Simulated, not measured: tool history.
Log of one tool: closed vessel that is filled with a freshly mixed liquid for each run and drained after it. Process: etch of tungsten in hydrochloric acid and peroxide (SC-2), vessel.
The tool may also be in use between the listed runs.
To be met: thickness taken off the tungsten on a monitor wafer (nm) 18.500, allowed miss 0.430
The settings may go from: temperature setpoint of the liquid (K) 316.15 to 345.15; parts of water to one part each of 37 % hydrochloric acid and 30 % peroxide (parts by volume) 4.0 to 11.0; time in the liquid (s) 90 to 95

run  hour  temperature setpoint of the liquid (K)  parts of water to one part each of 37 % hydrochloric acid and 30 % peroxide (parts by volume)  time in the liquid (s)  thickness taken off the tungsten on a monitor wafer (nm)
  1   0.0                                  332.15                                                                                            6.0                      90                                                    46.605
  2   2.8                                  332.15                                                                                            6.0                      90                                                    46.478
  3   8.7                                  332.15                                                                                            7.5                      90                                                    38.898
  4  17.1                                  332.15                                                                                            9.0                      90                                                    33.858
  5  22.3                                  330.65                                                                                            9.0                      90                                                    30.966
  6  25.0                                  330.65                                                                                            8.0                      90                                                    34.138
  7  33.9                                  329.15                                                                                            8.0                      90                                                    30.866
  8  39.8                                  329.15                                                                                            8.0                      90                                                    30.724
  9  49.0                                  327.65                                                                                            8.0                      90                                                    27.903
 10  57.8                                  320.15                                                                                            8.0                      90                                                    16.912

4 next moves are on the table. One of them brings every result within its allowed miss. Which?
  A  66.6                                  318.15                                                                                            6.0                      90                                                         ?
  B  66.6                                  322.65                                                                                           10.0                      95                                                         ?
  C  66.6                                  322.65                                                                                            9.5                      90                                                         ?
  D  66.6                                  321.15                                                                                           10.0                      90                                                         ?

move  thickness taken off the tungsten on a monitor wafer (nm)
   A                                                    18.502
   B                                                    17.668
   C                                                    17.466
   D                                                    15.133
A: meets every target
B: nearer than the last run, and not there yet
C: nearer than the last run, and not there yet
D: further off than the last run
The right move is A.
